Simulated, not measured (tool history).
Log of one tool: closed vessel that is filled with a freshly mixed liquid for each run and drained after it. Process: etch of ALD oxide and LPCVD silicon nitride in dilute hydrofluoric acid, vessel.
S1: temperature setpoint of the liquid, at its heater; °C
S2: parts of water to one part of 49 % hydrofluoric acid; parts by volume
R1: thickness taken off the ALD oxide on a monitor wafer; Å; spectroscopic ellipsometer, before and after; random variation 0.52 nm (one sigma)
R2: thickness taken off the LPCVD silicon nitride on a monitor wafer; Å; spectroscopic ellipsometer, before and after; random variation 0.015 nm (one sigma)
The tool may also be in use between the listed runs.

run 1 day=0 | S1=24 S2=75 time_in_the_liquid_(s)=185 | R1=636.9 R2=13.035
run 2 day=0.196 | S1=26.5 S2=75 time_in_the_liquid_(s)=185 | R1=705.32 R2=15.555
run 3 day=0.304 | S1=25.5 S2=75 time_in_the_liquid_(s)=185 | R1=686.79 R2=14.498
run 4 day=0.558 | S1=23.5 S2=75 time_in_the_liquid_(s)=185 | R1=627.82 R2=12.315
run 5 day=0.817 | S1=23.5 S2=75 time_in_the_liquid_(s)=240 | R1=806.84 R2=16.075
run 6 day=0.933 | S1=23.5 S2=75 time_in_the_liquid_(s)=190 | R1=635.59 R2=12.847
run 7 day=1.2 | S1=23 S2=75 time_in_the_liquid_(s)=190 | R1=628.09 R2=12.613
run 8 day=1.567 | S1=22.5 S2=75 time_in_the_liquid_(s)=190 | R1=617.65 R2=11.933
run 9 day=1.717 | S1=22 S2=75 time_in_the_liquid_(s)=190 | R1=604.76 R2=11.72
run 10 day=1.862 | S1=21.5 S2=75 time_in_the_liquid_(s)=190 | R1=587.77 R2=11.165
run 11 day=2.217 | S1=21 S2=75 time_in_the_liquid_(s)=190 | R1=567.78 R2=11.158
run 12 day=2.496 | S1=20.5 S2=75 time_in_the_liquid_(s)=190 | R1=568.64 R2=10.911

The next listed run, before its measurement:
run 13 day=2.675 | S1=18 S2=75 time_in_the_liquid_(s)=190 | R1=? R2=?

{"run 13": {"R1": 512.52, "R2": 8.9722}}
